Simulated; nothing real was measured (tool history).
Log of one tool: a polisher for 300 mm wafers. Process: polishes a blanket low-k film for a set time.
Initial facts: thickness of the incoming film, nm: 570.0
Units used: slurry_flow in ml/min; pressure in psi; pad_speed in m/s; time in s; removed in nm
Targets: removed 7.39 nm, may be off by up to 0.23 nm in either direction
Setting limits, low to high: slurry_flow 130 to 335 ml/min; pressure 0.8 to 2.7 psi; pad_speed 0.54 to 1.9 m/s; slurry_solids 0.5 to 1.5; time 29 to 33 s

{"run": 1, "day": 0.0, "slurry_flow": 215, "pressure": 1.7, "pad_speed": 1.22, "slurry_solids": 1, "time": 33, "removed": 11.509}
{"run": 2, "day": 0.258, "slurry_flow": 215, "pressure": 1.6, "pad_speed": 1.22, "slurry_solids": 1, "time": 33, "removed": 10.747}
{"run": 3, "day": 0.4, "slurry_flow": 215, "pressure": 1.5, "pad_speed": 1.22, "slurry_solids": 1, "time": 33, "removed": 10.017}
{"run": 4, "day": 0.679, "slurry_flow": 215, "pressure": 1.5, "pad_speed": 1.22, "slurry_solids": 0.9, "time": 33, "removed": 9.4832}
{"run": 5, "day": 0.992, "slurry_flow": 195, "pressure": 1.5, "pad_speed": 1.22, "slurry_solids": 0.9, "time": 33, "removed": 9.5252}
{"run": 6, "day": 1.267, "slurry_flow": 195, "pressure": 1.5, "pad_speed": 1.38, "slurry_solids": 0.9, "time": 33, "removed": 10.322}
{"run": 7, "day": 1.508, "slurry_flow": 195, "pressure": 1.4, "pad_speed": 1.38, "slurry_solids": 0.9, "time": 33, "removed": 9.7777}
{"run": 8, "day": 1.879, "slurry_flow": 185, "pressure": 0.9, "pad_speed": 1.36, "slurry_solids": 0.9, "time": 33, "removed": 6.2861}
{"run": 9, "day": 1.942, "slurry_flow": 190, "pressure": 0.9, "pad_speed": 1.36, "slurry_solids": 0.9, "time": 33, "removed": 6.3272}
{"run": 10, "day": 2.067, "slurry_flow": 195, "pressure": 0.9, "pad_speed": 1.36, "slurry_solids": 0.9, "time": 33, "removed": 6.3295}
{"run": 11, "day": 2.288, "slurry_flow": 200, "pressure": 1, "pad_speed": 1.36, "slurry_solids": 0.9, "time": 33, "removed": 7.0283}
{"run": 12, "day": 2.617, "slurry_flow": 205, "pressure": 1, "pad_speed": 1.36, "slurry_solids": 0.9, "time": 33, "removed": 6.9813}
{"run": 13, "day": 2.738, "slurry_flow": 210, "pressure": 1, "pad_speed": 1.36, "slurry_solids": 0.9, "time": 33, "removed": 7.1029}
{"run": 14, "day": 2.917, "slurry_flow": 230, "pressure": 1.1, "pad_speed": 1.36, "slurry_solids": 0.9, "time": 33, "removed": 7.7481}
{"run": 15, "day": 3.004, "slurry_flow": 225, "pressure": 1.1, "pad_speed": 1.36, "slurry_solids": 0.9, "time": 33, "removed": 7.7452}
{"run": 16, "day": 3.038, "slurry_flow": 220, "pressure": 1.1, "pad_speed": 1.36, "slurry_solids": 0.9, "time": 33, "removed": 7.795}
{"run": 17, "day": 3.35, "slurry_flow": 215, "pressure": 1.1, "pad_speed": 1.36, "slurry_solids": 0.9, "time": 33, "removed": 7.5501}
{"run": 18, "day": 3.446, "slurry_flow": 210, "pressure": 1.1, "pad_speed": 1.36, "slurry_solids": 0.9, "time": 33, "removed": 7.5833}
{"run": 19, "day": 3.596, "slurry_flow": 205, "pressure": 1.1, "pad_speed": 1.36, "slurry_solids": 0.9, "time": 33, "removed": 7.5921}
{"run": 20, "day": 3.658, "slurry_flow": 200, "pressure": 1.1, "pad_speed": 1.36, "slurry_solids": 0.9, "time": 33, "removed": 7.7142}
{"run": 21, "day": 3.75, "slurry_flow": 200, "pressure": 1, "pad_speed": 1.36, "slurry_solids": 0.9, "time": 33, "removed": 6.9979}
{"run": 22, "day": 3.879, "slurry_flow": 205, "pressure": 1, "pad_speed": 1.36, "slurry_solids": 0.9, "time": 33, "removed": 7.0783}
{"run": 23, "day": 3.979, "slurry_flow": 210, "pressure": 1, "pad_speed": 1.36, "slurry_solids": 0.9, "time": 33, "removed": 6.9892}
{"run": 24, "day": 4.296, "slurry_flow": 215, "pressure": 1, "pad_speed": 1.36, "slurry_solids": 0.9, "time": 33, "removed": 6.9416}
{"run": 25, "day": 4.508, "slurry_flow": 215, "pressure": 1.1, "pad_speed": 1.36, "slurry_solids": 0.9, "time": 33, "removed": 7.6308}
{"run": 26, "day": 4.579, "slurry_flow": 210, "pressure": 1.1, "pad_speed": 1.36, "slurry_solids": 0.9, "time": 33, "removed": 7.7418}
{"run": 27, "day": 4.8, "slurry_flow": 205, "pressure": 1.1, "pad_speed": 1.36, "slurry_solids": 0.9, "time": 33, "removed": 7.6033}
{"run": 28, "day": 4.933, "slurry_flow": 200, "pressure": 1.1, "pad_speed": 1.36, "slurry_solids": 0.9, "time": 33, "removed": 7.7404}
{"run": 29, "day": 4.992, "slurry_flow": 200, "pressure": 1, "pad_speed": 1.36, "slurry_solids": 0.9, "time": 33, "removed": 6.9866}
{"run": 30, "day": 5.346, "slurry_flow": 205, "pressure": 1, "pad_speed": 1.36, "slurry_solids": 0.9, "time": 33, "removed": 7.0341}

Of the 5 settings listed for the next run, only one would bring every result within its allowed miss of target. Which one?
{"run": "A", "day": 5.7, "slurry_flow": 205, "pressure": 0.9, "pad_speed": 1.36, "slurry_solids": 1, "time": 33, "removed": "?"}
{"run": "B", "day": 5.7, "slurry_flow": 240, "pressure": 0.8, "pad_speed": 1.76, "slurry_solids": 1, "time": 29, "removed": "?"}
{"run": "C", "day": 5.7, "slurry_flow": 230, "pressure": 1.1, "pad_speed": 1.34, "slurry_solids": 0.9, "time": 32, "removed": "?"}
{"run": "D", "day": 5.7, "slurry_flow": 170, "pressure": 1, "pad_speed": 1.58, "slurry_solids": 0.75, "time": 33, "removed": "?"}
{"run": "E", "day": 5.7, "slurry_flow": 195, "pressure": 1.1, "pad_speed": 0.92, "slurry_solids": 1.3, "time": 31, "removed": "?"}

move=A removed=6.6927
move=B removed=6.5316
move=C removed=7.3468
move=D removed=6.6436
move=E removed=6.4395
A: moves away from the targets compared with the last run
B: moves away from the targets compared with the last run
C: all results land within tolerance of their targets
D: moves away from the targets compared with the last run
E: moves away from the targets compared with the last run
Correct choice: C, which meets every target
